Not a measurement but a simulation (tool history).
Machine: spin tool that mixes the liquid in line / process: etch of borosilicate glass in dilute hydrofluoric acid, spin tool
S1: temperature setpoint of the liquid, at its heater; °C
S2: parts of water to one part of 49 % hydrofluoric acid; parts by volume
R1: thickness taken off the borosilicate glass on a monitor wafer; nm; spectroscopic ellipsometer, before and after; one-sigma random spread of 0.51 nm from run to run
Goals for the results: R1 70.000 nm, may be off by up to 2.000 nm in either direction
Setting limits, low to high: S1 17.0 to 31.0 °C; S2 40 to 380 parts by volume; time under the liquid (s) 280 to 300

run 1 hour=0.0 | S1=23.0 S2=210 time_under_the_liquid_(s)=280 | R1=43.207
run 2 hour=2.2 | S1=25.0 S2=200 time_under_the_liquid_(s)=280 | R1=48.817
run 3 hour=4.3 | S1=25.0 S2=200 time_under_the_liquid_(s)=300 | R1=53.032
run 4 hour=12.8 | S1=26.5 S2=195 time_under_the_liquid_(s)=300 | R1=57.308
run 5 hour=13.7 | S1=23.5 S2=195 time_under_the_liquid_(s)=300 | R1=50.940
run 6 hour=17.8 | S1=23.5 S2=195 time_under_the_liquid_(s)=300 | R1=51.774
run 7 hour=26.3 | S1=25.5 S2=190 time_under_the_liquid_(s)=300 | R1=56.591
run 8 hour=31.0 | S1=27.0 S2=185 time_under_the_liquid_(s)=300 | R1=63.113

Which of these 5 next moves meets every target?
run A hour=35.7 | S1=23.0 S2=140 time_under_the_liquid_(s)=300 | R1=?
run B hour=35.7 | S1=26.5 S2=165 time_under_the_liquid_(s)=300 | R1=?
run C hour=35.7 | S1=21.5 S2=160 time_under_the_liquid_(s)=280 | R1=?
run D hour=35.7 | S1=27.5 S2=160 time_under_the_liquid_(s)=300 | R1=?
run E hour=35.7 | S1=24.5 S2=180 time_under_the_liquid_(s)=300 | R1=?

move=A R1=74.603
move=B R1=70.206
move=C R1=56.223
move=D R1=75.563
move=E R1=58.737
A: pushes the last run's worst result past its target
B: in spec on every target
C: misses by more than the last run did
D: pushes the last run's worst result past its target
E: misses by more than the last run did
The move that meets every target is B.

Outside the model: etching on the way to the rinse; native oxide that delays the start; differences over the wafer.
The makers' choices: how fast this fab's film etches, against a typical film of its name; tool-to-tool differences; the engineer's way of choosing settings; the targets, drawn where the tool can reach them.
